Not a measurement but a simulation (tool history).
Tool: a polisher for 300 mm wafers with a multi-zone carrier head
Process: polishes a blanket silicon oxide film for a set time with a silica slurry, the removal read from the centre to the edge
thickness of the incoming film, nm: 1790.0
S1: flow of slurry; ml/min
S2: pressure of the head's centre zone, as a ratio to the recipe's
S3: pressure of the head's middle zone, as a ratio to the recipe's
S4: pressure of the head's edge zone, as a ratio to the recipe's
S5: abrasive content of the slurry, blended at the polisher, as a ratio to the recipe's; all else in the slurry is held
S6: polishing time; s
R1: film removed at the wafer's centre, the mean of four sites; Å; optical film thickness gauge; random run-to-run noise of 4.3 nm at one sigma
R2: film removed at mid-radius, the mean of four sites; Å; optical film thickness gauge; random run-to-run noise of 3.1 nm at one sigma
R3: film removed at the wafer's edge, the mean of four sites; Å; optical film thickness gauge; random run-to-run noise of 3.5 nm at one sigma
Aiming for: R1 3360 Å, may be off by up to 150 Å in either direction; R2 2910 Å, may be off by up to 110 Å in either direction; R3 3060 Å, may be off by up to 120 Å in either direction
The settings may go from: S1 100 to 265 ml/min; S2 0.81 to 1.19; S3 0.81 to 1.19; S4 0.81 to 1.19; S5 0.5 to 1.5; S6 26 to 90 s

| run | hour | S1 | S2 | S3 | S4 | S5 | S6 | R1 | R2 | R3 |
|---|---|---|---|---|---|---|---|---|---|---|
| 1 | 0 | 170 | 1 | 1 | 1 | 1 | 58 | 2734.6 | 2674.7 | 2612.3 |
| 2 | 8.5 | 170 | 1 | 1 | 1 | 0.85 | 58 | 2512.6 | 2459.8 | 2461.3 |
| 3 | 9.4 | 170 | 1 | 1 | 1 | 0.85 | 70 | 2984 | 2982.7 | 2968.4 |
| 4 | 17.6 | 175 | 1.02 | 0.99 | 1.01 | 0.85 | 70 | 3091.9 | 2935.4 | 2996 |
| 5 | 21.6 | 200 | 1.02 | 0.99 | 1.01 | 0.85 | 70 | 3228.6 | 2938.4 | 3034.5 |
| 6 | 29.7 | 200 | 1.02 | 0.99 | 1.01 | 0.95 | 70 | 3345.2 | 3126.6 | 3195.7 |
| 7 | 36 | 200 | 1.03 | 0.98 | 1 | 0.95 | 70 | 3362.6 | 3141.8 | 3206 |
| 8 | 41.1 | 200 | 1.04 | 0.97 | 1 | 0.9 | 70 | 3291.1 | 3027.2 | 3099.9 |

Exercise: of the 5 proposed moves below, exactly one satisfies all targets within the stated allowed misses. Which move is it?
| A | 46.2 | 265 | 0.99 | 0.87 | 1.14 | 0.95 | 67 | ? | ? | ? |
| B | 46.2 | 145 | 1.07 | 0.93 | 0.94 | 0.95 | 72 | ? | ? | ? |
| C | 46.2 | 170 | 0.94 | 1.04 | 0.85 | 0.95 | 71 | ? | ? | ? |
| D | 46.2 | 200 | 1.02 | 0.99 | 0.89 | 0.95 | 71 | ? | ? | ? |
| E | 46.2 | 265 | 1.19 | 0.89 | 1.09 | 1 | 62 | ? | ? | ? |

| move | R1 | R2 | R3 |
|---|---|---|---|
| A | 3218 | 2800.7 | 3295.1 |
| B | 3326.9 | 2892.2 | 3001.3 |
| C | 3040.7 | 3236.4 | 2887.1 |
| D | 3362.5 | 3187.5 | 3008.5 |
| E | 3581.2 | 2700.1 | 3049 |
A: brings the last run's worst result on target, with another outside its allowed miss
B: all results land within tolerance of their targets
C: lands further from the targets than the last run did
D: lands further from the targets than the last run did
E: carries the result that was furthest off beyond its target, to the other side
B meets every target.
